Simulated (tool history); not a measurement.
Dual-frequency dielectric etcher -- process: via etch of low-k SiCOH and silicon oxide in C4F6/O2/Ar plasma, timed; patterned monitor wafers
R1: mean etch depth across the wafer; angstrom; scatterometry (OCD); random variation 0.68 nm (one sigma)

{"run": 1, "hour": 0.0, "source power (W)": 350, "bias power (W)": 194, "etch time (s)": 37.5, "R1": 1013.7}
{"run": 2, "hour": 2.7, "source power (W)": 370, "bias power (W)": 197, "etch time (s)": 37.5, "R1": 1042.3}
{"run": 3, "hour": 6.6, "source power (W)": 380, "bias power (W)": 200, "etch time (s)": 37.5, "R1": 1052.8}
{"run": 4, "hour": 14.8, "source power (W)": 390, "bias power (W)": 204, "etch time (s)": 37.5, "R1": 1069.2}
{"run": 5, "hour": 15.6, "source power (W)": 390, "bias power (W)": 204, "etch time (s)": 34.5, "R1": 983.27}
{"run": 6, "hour": 20.1, "source power (W)": 390, "bias power (W)": 204, "etch time (s)": 37.5, "R1": 1066.8}
{"run": 7, "hour": 22.8, "source power (W)": 390, "bias power (W)": 204, "etch time (s)": 37.5, "R1": 1070.2}
{"run": 8, "hour": 30.9, "source power (W)": 400, "bias power (W)": 207, "etch time (s)": 37.5, "R1": 1089.6}
{"hour": 32.6, "done": "wet clean of the chamber"}
{"run": 9, "hour": 32.6, "source power (W)": 410, "bias power (W)": 209, "etch time (s)": 37.5, "R1": 1144.4}

Run 10, settings as shown, results not yet in. Your forecast:
{"run": 10, "hour": 41.6, "source power (W)": 420, "bias power (W)": 210, "etch time (s)": 37.5, "R1": "?"}

Run 10 gave R1 1156.60 angstrom.

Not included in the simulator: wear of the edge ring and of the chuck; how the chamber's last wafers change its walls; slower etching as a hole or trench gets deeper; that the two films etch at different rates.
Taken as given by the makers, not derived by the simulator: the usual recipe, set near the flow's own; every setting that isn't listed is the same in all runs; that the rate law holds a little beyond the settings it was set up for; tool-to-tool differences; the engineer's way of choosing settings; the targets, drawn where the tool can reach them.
